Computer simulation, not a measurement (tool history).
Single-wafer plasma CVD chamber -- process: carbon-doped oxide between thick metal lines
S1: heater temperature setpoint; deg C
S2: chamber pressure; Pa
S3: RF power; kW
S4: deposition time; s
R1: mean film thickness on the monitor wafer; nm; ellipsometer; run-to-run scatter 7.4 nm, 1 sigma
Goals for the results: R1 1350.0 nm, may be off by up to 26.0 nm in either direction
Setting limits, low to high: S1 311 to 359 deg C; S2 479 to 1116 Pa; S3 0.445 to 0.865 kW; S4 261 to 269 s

run  hour   S1   S2     S3   S4      R1
  1   0.0  335  797  0.655  261  1520.2
  2   7.9  335  797  0.655  261  1528.3
  3  14.0  337  773  0.645  261  1494.5
  4  14.7  333  773  0.645  261  1519.7
  5  19.0  335  757  0.640  261  1497.2
  6  22.4  335  685  0.640  261  1483.6
  7  27.8  337  671  0.635  261  1451.7
  8  28.8  339  659  0.635  261  1453.7
  9  33.8  340  644  0.630  261  1447.3
 10  39.9  341  632  0.620  261  1406.9
 11  46.7  342  625  0.620  261  1400.5
 12  52.6  343  620  0.620  261  1399.2
 13  57.1  344  613  0.620  261  1393.9
 14  65.5  345  608  0.620  261  1387.6
 15  72.4  346  603  0.620  261  1385.0

Which of these 5 next moves meets every target?
  A  79.3  348  651  0.650  261   ?
  B  79.3  348  685  0.595  261   ?
  C  79.3  345  632  0.550  261   ?
  D  79.3  347  523  0.570  261   ?
  E  79.3  354  591  0.585  261   ?

move      R1
   A  1430.3
   B  1356.3
   C  1284.4
   D  1280.3
   E  1295.3
A: misses by more than the last run did
B: all results land within tolerance of their targets
C: pushes the last run's worst result past its target
D: pushes the last run's worst result past its target
E: pushes the last run's worst result past its target
B is the move that brings every result within its allowed miss.
